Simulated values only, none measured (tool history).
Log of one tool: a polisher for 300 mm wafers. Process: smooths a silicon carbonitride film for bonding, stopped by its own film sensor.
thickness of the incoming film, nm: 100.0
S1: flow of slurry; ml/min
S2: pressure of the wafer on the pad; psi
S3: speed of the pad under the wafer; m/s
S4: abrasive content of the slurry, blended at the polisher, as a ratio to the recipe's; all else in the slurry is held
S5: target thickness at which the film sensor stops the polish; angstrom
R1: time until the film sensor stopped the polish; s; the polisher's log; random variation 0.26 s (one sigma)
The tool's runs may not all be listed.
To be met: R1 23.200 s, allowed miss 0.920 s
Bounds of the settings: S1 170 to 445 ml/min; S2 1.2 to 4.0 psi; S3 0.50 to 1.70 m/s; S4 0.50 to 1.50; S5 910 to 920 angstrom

| run | hour | S1 | S2 | S3 | S4 | S5 | R1 |
|---|---|---|---|---|---|---|---|
| 1 | 0.0 | 285 | 2.6 | 1.10 | 1.00 | 910 | 29.895 |
| 2 | 5.4 | 285 | 2.7 | 1.10 | 1.00 | 910 | 28.735 |
| 3 | 11.4 | 345 | 2.7 | 1.10 | 1.00 | 910 | 28.462 |
| 4 | 18.3 | 345 | 2.7 | 1.10 | 1.00 | 910 | 28.064 |
| 5 | 27.3 | 345 | 2.8 | 1.10 | 1.00 | 910 | 27.228 |
| 6 | 34.8 | 385 | 2.8 | 1.10 | 1.00 | 910 | 27.092 |
| 7 | 43.3 | 385 | 2.9 | 1.10 | 1.00 | 910 | 25.918 |
| 8 | 45.8 | 385 | 3.1 | 1.10 | 1.00 | 910 | 24.928 |
| 9 | 51.5 | 385 | 3.1 | 1.10 | 1.00 | 910 | 24.332 |

Which of these 5 next moves meets every target?
| A | 57.2 | 445 | 2.5 | 1.24 | 0.90 | 920 | ? |
| B | 57.2 | 305 | 3.2 | 1.10 | 0.85 | 910 | ? |
| C | 57.2 | 395 | 3.2 | 1.10 | 1.05 | 910 | ? |
| D | 57.2 | 335 | 3.1 | 1.32 | 0.75 | 910 | ? |
| E | 57.2 | 370 | 3.2 | 0.98 | 0.95 | 910 | ? |

| move | R1 |
|---|---|
| A | 25.245 |
| B | 26.037 |
| C | 23.074 |
| D | 24.543 |
| E | 26.620 |
A: further off than the last run
B: further off than the last run
C: meets every target
D: further off than the last run
E: further off than the last run
The right move is C.
